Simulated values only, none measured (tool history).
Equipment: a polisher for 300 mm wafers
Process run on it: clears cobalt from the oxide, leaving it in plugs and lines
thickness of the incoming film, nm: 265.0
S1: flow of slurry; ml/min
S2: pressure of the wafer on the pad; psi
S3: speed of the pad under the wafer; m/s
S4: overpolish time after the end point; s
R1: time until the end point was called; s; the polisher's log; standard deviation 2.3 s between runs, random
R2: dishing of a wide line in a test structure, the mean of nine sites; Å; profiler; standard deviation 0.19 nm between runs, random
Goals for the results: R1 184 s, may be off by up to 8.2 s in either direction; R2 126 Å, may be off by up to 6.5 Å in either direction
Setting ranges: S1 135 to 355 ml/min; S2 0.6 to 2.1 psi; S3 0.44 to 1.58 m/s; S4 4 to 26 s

run  hour   S1   S2    S3  S4      R1      R2
  1     0  225  1.3     1  13  71.805   241.7
  2   4.9  225  1.1     1  13  83.043   227.9
  3   7.5  225  0.8     1  13  111.31  195.56
  4    11  185  0.8     1  13  114.98  195.31
  5  11.7  185  0.6     1  13  151.67  163.63
  6  18.3  185  0.7     1  13  134.09  182.09
  7    21  185  0.7  0.94  11  139.38  149.43
  8  22.1  175  0.7   0.9  11   144.7  148.51
  9  23.6  170  0.7  0.86  11  153.25  142.88
 10    32  165  0.7  0.84  11  159.41  139.65
 11  36.2  160  0.6  0.76   9  199.48  100.71
 12  40.6  160  0.6  0.76  10  203.73  111.55
 13  45.9  165  0.6  0.76  10  207.66  110.76
 14    47  165  0.7  0.76  11  174.97  128.27

Pick the move, out of 5, that brings all results within their allowed miss; only one does.
  A  48.1  205  0.6  0.88  10   ?   ?
  B  48.1  135  0.8  0.74  11   ?   ?
  C  48.1  190  0.7   0.7  11   ?   ?
  D  48.1  175  0.8  0.74  11   ?   ?
  E  48.1  175  0.7   0.8   9   ?   ?

move      R1      R2
   A  168.84  122.79
   B  164.16  134.52
   C  184.07  123.77
   D  155.83  139.74
   E  164.11  115.62
A: further off than the last run
B: further off than the last run
C: every result within its allowed miss
D: further off than the last run
E: further off than the last run
C is the move that brings every result within its allowed miss.
